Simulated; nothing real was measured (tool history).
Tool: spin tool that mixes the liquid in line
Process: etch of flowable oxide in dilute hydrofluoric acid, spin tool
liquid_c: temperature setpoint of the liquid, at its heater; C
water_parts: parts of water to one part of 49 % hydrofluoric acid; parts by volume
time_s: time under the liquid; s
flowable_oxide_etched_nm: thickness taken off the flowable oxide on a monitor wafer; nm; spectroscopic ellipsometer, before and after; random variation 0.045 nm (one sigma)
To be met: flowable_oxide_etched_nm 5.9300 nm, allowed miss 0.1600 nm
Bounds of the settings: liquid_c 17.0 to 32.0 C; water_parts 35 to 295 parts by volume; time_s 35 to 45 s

Run 1, hour 0.0: liquid_c 24.0 C, water_parts 165 parts by volume, time_s 45 s. Result: flowable_oxide_etched_nm 5.2057 nm.
Run 2, hour 5.7: liquid_c 21.5 C, water_parts 165 parts by volume, time_s 45 s. Result: flowable_oxide_etched_nm 4.7240 nm.
Run 3, hour 12.7: liquid_c 21.5 C, water_parts 200 parts by volume, time_s 45 s. Result: flowable_oxide_etched_nm 3.7641 nm.
Run 4, hour 13.8: liquid_c 18.5 C, water_parts 200 parts by volume, time_s 45 s. Result: flowable_oxide_etched_nm 3.3919 nm.
Run 5, hour 17.9: liquid_c 20.5 C, water_parts 195 parts by volume, time_s 45 s. Result: flowable_oxide_etched_nm 3.6649 nm.
Run 6, hour 22.4: liquid_c 22.5 C, water_parts 190 parts by volume, time_s 45 s. Result: flowable_oxide_etched_nm 4.1951 nm.
Run 7, hour 29.8: liquid_c 24.0 C, water_parts 190 parts by volume, time_s 45 s. Result: flowable_oxide_etched_nm 4.3833 nm.
Run 8, hour 31.8: liquid_c 25.5 C, water_parts 190 parts by volume, time_s 45 s. Result: flowable_oxide_etched_nm 4.6249 nm.
Run 9, hour 32.7: liquid_c 26.5 C, water_parts 190 parts by volume, time_s 45 s. Result: flowable_oxide_etched_nm 4.7718 nm.
Run 10, hour 39.4: liquid_c 27.5 C, water_parts 190 parts by volume, time_s 45 s. Result: flowable_oxide_etched_nm 5.0606 nm.
Run 11, hour 43.9: liquid_c 28.0 C, water_parts 190 parts by volume, time_s 45 s. Result: flowable_oxide_etched_nm 5.1573 nm.
Run 12, hour 48.1: liquid_c 28.5 C, water_parts 190 parts by volume, time_s 45 s. Result: flowable_oxide_etched_nm 5.2173 nm.
Run 13, hour 52.8: liquid_c 29.0 C, water_parts 190 parts by volume, time_s 45 s. Result: flowable_oxide_etched_nm 5.3084 nm.

4 next moves are on the table. One of them brings every result within its allowed miss. Which?
Run A, hour 57.5: liquid_c 31.0 C, water_parts 160 parts by volume, time_s 40 s. Result: flowable_oxide_etched_nm ?.
Run B, hour 57.5: liquid_c 27.0 C, water_parts 195 parts by volume, time_s 45 s. Result: flowable_oxide_etched_nm ?.
Run C, hour 57.5: liquid_c 27.5 C, water_parts 155 parts by volume, time_s 45 s. Result: flowable_oxide_etched_nm ?.
Run D, hour 57.5: liquid_c 29.5 C, water_parts 160 parts by volume, time_s 40 s. Result: flowable_oxide_etched_nm ?.

move  flowable_oxide_etched_nm
   A                    6.2096
   B                    4.7614
   C                    6.3978
   D                    5.8870
A: takes the result that was furthest off past its target
B: further off than the last run
C: takes the result that was furthest off past its target
D: meets every target
Move D is the one to make.

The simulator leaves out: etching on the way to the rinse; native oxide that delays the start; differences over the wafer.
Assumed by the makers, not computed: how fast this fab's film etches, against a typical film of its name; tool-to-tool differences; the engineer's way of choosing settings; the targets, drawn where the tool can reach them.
